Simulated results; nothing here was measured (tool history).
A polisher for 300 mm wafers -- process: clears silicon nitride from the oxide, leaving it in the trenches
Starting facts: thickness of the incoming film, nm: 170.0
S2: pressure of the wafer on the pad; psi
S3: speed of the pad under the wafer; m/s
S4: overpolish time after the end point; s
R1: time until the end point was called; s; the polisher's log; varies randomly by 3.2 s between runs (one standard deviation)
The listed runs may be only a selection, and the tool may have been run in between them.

run 1 hour=0 | flow_of_slurry_(ml/min)=185 S2=3.2 S3=1.26 S4=29 | R1=137.45
run 2 hour=3.2 | flow_of_slurry_(ml/min)=205 S2=3.2 S3=1.26 S4=29 | R1=136.88
run 3 hour=11.4 | flow_of_slurry_(ml/min)=205 S2=3 S3=1.26 S4=29 | R1=142.6
run 4 hour=19.5 | flow_of_slurry_(ml/min)=205 S2=3.8 S3=1.26 S4=29 | R1=114.52
run 5 hour=20.4 | flow_of_slurry_(ml/min)=205 S2=3.5 S3=1.24 S4=29 | R1=127.25
run 6 hour=26.1 | flow_of_slurry_(ml/min)=205 S2=3.5 S3=1.1 S4=29 | R1=143.53
run 7 hour=34.6 | flow_of_slurry_(ml/min)=205 S2=3.3 S3=1.1 S4=29 | R1=150.35

Run 8 comes next. What will it give?
run 8 hour=37.9 | flow_of_slurry_(ml/min)=205 S2=3.1 S3=1.1 S4=29 | R1=?

R1: 162.52 s

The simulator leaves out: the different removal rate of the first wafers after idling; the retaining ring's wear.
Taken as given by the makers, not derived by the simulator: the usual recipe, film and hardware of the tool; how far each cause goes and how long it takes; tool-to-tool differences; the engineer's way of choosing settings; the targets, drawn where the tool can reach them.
